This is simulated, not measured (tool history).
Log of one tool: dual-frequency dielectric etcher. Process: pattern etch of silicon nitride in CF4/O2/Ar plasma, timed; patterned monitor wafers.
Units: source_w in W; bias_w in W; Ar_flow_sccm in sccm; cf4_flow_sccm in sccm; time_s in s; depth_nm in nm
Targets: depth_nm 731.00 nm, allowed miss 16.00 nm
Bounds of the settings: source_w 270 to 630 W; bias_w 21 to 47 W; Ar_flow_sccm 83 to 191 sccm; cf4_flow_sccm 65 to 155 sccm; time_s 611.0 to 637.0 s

| run | hour | source_w | bias_w | Ar_flow_sccm | cf4_flow_sccm | time_s | depth_nm |
|---|---|---|---|---|---|---|---|
| 1 | 0.0 | 450 | 34 | 137 | 110 | 611.0 | 926.77 |
| 2 | 3.0 | 420 | 34 | 137 | 110 | 611.0 | 907.51 |
| 3 | 12.0 | 470 | 34 | 137 | 110 | 611.0 | 965.75 |
| 4 | 14.0 | 470 | 34 | 137 | 101 | 611.0 | 946.62 |
| 5 | 22.2 | 470 | 34 | 127 | 101 | 611.0 | 955.65 |
| 6 | 27.5 | 440 | 34 | 127 | 101 | 611.0 | 909.52 |
| 7 | 29.2 | 420 | 34 | 127 | 101 | 611.0 | 892.29 |
| 8 | 35.2 | 400 | 34 | 127 | 101 | 611.0 | 875.47 |
| 9 | 41.5 | 380 | 34 | 128 | 101 | 611.0 | 842.73 |
| 10 | 42.9 | 380 | 34 | 128 | 101 | 611.0 | 839.92 |
| 11 | 46.4 | 370 | 34 | 128 | 101 | 611.0 | 841.51 |
| 12 | 49.9 | 350 | 34 | 128 | 101 | 611.0 | 806.64 |
| 13 | 52.6 | 340 | 34 | 128 | 101 | 611.0 | 792.35 |
| 14 | 58.7 | 330 | 34 | 128 | 101 | 611.0 | 779.40 |
| 15 | 66.7 | 320 | 34 | 128 | 101 | 611.0 | 765.40 |

Which of these 5 next moves meets every target?
| A | 74.7 | 380 | 32 | 122 | 99 | 620.5 | ? |
| B | 74.7 | 290 | 34 | 133 | 102 | 611.0 | ? |
| C | 74.7 | 340 | 32 | 130 | 85 | 633.0 | ? |
| D | 74.7 | 320 | 23 | 121 | 99 | 633.0 | ? |
| E | 74.7 | 310 | 22 | 117 | 112 | 621.5 | ? |

| move | depth_nm |
|---|---|
| A | 837.54 |
| B | 723.55 |
| C | 774.58 |
| D | 700.02 |
| E | 685.42 |
A: further off than the last run
B: meets every target
C: further off than the last run
D: takes the result that was furthest off past its target
E: takes the result that was furthest off past its target
Move B is the one to make.

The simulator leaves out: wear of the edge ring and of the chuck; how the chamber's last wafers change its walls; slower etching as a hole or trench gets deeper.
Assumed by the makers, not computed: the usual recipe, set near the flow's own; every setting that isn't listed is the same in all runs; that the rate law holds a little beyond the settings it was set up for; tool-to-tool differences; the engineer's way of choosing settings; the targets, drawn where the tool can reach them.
